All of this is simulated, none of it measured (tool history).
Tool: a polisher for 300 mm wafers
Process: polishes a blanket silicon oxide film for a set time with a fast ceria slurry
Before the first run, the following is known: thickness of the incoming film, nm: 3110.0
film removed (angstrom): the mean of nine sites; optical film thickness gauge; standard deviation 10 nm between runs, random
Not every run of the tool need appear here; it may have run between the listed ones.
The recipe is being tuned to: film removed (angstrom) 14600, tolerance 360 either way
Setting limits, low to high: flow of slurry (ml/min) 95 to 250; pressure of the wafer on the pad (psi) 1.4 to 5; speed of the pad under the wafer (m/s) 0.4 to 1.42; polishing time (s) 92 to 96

run	day	flow of slurry (ml/min)	pressure of the wafer on the pad (psi)	speed of the pad under the wafer (m/s)	polishing time (s)	film removed (angstrom)
1	0	160	3.2	0.9	92	16353
2	0.092	180	3.2	0.9	92	16919
3	0.288	170	3.2	0.9	92	16686
4	0.4	170	3.2	0.74	92	13926
5	0.575	170	3.2	0.66	92	12331
6	0.95	180	3.3	0.66	92	12840
7	1.246	185	3.4	0.66	92	13340
8	1.596	190	3.4	0.66	92	13512
9	1.725	195	3.4	0.66	92	13563
10	2.021	200	3.4	0.66	92	13537
11	2.392	205	3.4	0.66	92	13595
12	2.55	210	3.5	0.66	92	13947

Which single option among these 5 for the next run brings every result within its allowed miss of target? Just one does.
A	2.708	220	2.4	0.86	96	?
B	2.708	200	3.5	0.6	96	?
C	2.708	230	3.9	0.6	94	?
D	2.708	200	2.9	0.78	94	?
E	2.708	195	3.4	0.74	96	?

move	film removed (angstrom)
A	13166
B	13207
C	14686
D	13865
E	15637
A: moves away from the targets compared with the last run
B: moves away from the targets compared with the last run
C: every result within its allowed miss
D: moves away from the targets compared with the last run
E: carries the result that was furthest off beyond its target, to the other side
Move C is the one to make.
